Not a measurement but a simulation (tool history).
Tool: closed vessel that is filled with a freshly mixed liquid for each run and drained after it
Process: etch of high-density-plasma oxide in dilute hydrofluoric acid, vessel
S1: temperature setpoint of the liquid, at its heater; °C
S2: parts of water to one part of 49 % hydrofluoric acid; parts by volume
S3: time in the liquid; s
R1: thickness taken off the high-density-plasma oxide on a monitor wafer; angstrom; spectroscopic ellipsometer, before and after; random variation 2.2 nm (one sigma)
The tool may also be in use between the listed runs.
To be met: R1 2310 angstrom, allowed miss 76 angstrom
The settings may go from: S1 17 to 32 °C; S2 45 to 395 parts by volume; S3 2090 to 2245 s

run  hour    S1   S2    S3      R1
  1     0    24  220  2090  912.18
  2   6.9  21.5  220  2090  843.51
  3   9.9  21.5  220  2245  906.79
  4  13.8  24.5  190  2245  1196.3
  5  16.1  24.5  160  2245  1483.2
  6  19.8  24.5  160  2090  1384.7
  7  21.4  26.5  145  2090  1650.8
  8  28.9    28  140  2090  1847.5

4 next moves are on the table. One of them brings every result within its allowed miss. Which?
  A  36.4  31  200  2090   ?
  B  36.4  29  125  2245   ?
  C  36.4  29  165  2245   ?
  D  36.4  30  115  2225   ?

move      R1
   A  1333.5
   B  2350.9
   C  1691.4
   D    2664
A: further off than the last run
B: meets every target
C: further off than the last run
D: takes the result that was furthest off past its target
Move B is the one to make.
